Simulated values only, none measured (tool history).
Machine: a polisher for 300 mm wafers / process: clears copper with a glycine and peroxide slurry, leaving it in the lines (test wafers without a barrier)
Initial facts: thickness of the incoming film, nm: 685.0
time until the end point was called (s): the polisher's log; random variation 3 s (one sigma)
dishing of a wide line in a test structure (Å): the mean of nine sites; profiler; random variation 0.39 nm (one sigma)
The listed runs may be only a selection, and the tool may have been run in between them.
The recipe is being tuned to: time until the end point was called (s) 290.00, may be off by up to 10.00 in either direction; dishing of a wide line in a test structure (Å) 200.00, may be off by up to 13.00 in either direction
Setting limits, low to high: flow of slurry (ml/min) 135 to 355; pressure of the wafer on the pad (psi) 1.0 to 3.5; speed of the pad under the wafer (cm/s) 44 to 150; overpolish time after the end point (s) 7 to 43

| run | hour | flow of slurry (ml/min) | pressure of the wafer on the pad (psi) | speed of the pad under the wafer (cm/s) | overpolish time after the end point (s) | time until the end point was called (s) | dishing of a wide line in a test structure (Å) |
|---|---|---|---|---|---|---|---|
| 1 | 0.0 | 225 | 2.2 | 96 | 22 | 180.09 | 439.57 |
| 2 | 8.0 | 225 | 1.9 | 94 | 18 | 203.73 | 353.85 |
| 3 | 16.2 | 225 | 1.7 | 92 | 15 | 221.39 | 286.73 |
| 4 | 18.9 | 225 | 1.5 | 92 | 14 | 250.27 | 245.24 |
| 5 | 24.2 | 225 | 1.4 | 92 | 14 | 254.57 | 235.62 |
| 6 | 27.3 | 225 | 1.7 | 92 | 14 | 224.87 | 266.75 |
| 7 | 34.5 | 225 | 1.6 | 92 | 14 | 238.58 | 256.19 |
| 8 | 38.1 | 225 | 1.5 | 92 | 14 | 248.74 | 246.20 |
| 9 | 38.6 | 220 | 1.0 | 92 | 11 | 316.93 | 165.75 |
| 10 | 39.9 | 230 | 1.0 | 92 | 12 | 318.53 | 167.65 |
| 11 | 42.2 | 230 | 1.1 | 92 | 12 | 294.74 | 183.89 |

Exercise: of the 4 proposed moves below, exactly one satisfies all targets within the stated allowed misses. Which move is it?
| A | 44.5 | 215 | 1.2 | 82 | 12 | ? | ? |
| B | 44.5 | 210 | 1.2 | 76 | 15 | ? | ? |
| C | 44.5 | 200 | 1.0 | 108 | 13 | ? | ? |
| D | 44.5 | 225 | 1.1 | 96 | 10 | ? | ? |

| move | time until the end point was called (s) | dishing of a wide line in a test structure (Å) |
|---|---|---|
| A | 302.20 | 177.62 |
| B | 316.76 | 208.37 |
| C | 288.00 | 196.90 |
| D | 288.19 | 156.47 |
A: lands further from the targets than the last run did
B: meets the target for the result that was furthest off, but another lies outside its allowed miss
C: in spec on every target
D: lands further from the targets than the last run did
Correct choice: C, which meets every target
